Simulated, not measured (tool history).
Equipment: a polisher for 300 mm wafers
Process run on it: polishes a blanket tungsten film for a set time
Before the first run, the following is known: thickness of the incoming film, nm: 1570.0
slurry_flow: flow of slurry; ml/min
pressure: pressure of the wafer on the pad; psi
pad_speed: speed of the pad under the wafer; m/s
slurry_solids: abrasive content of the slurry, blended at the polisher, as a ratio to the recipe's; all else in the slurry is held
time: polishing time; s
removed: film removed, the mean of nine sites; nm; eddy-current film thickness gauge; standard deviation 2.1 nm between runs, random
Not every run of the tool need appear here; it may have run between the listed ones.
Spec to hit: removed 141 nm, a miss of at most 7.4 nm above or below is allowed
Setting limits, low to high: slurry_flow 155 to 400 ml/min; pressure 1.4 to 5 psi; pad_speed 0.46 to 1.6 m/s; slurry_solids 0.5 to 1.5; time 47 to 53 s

run	day	slurry_flow	pressure	pad_speed	slurry_solids	time	removed
1	0	255	3.2	1.02	1	53	258.31
2	0.117	255	3	1.02	1	53	241.57
3	0.271	255	2.6	1.02	1	53	208
4	0.367	255	3.1	1.02	1	53	248.54
5	0.396	255	2.9	1.02	1	53	231.46
6	0.679	255	2.7	1.02	1	53	223.61
7	0.738	255	2.5	1	1	53	199.89
8	1.067	255	2.4	1	1	53	195.56
9	1.217	255	2.3	1	1	53	186.4
10	1.333	255	2.2	1	1	53	182.42
11	1.667	255	2.1	1	1	53	167.23
12	1.983	255	2	1	1	53	167.39
13	2.125	255	1.9	1	1	53	152.55

Pick the move, out of 5, that brings all results within their allowed miss; only one does.
A	2.267	260	2	1	0.95	47	?
B	2.267	230	2.2	1.04	0.85	51	?
C	2.267	260	1.8	1.26	0.9	53	?
D	2.267	260	1.6	1.26	1.1	53	?
E	2.267	260	1.9	0.98	1.1	52	?

move	removed
A	141.48
B	165.23
C	169.04
D	159.93
E	153.02
A: all results in spec
B: lands further from the targets than the last run did
C: lands further from the targets than the last run did
D: lands further from the targets than the last run did
E: about the same distance from the targets as the last run
A meets every target.
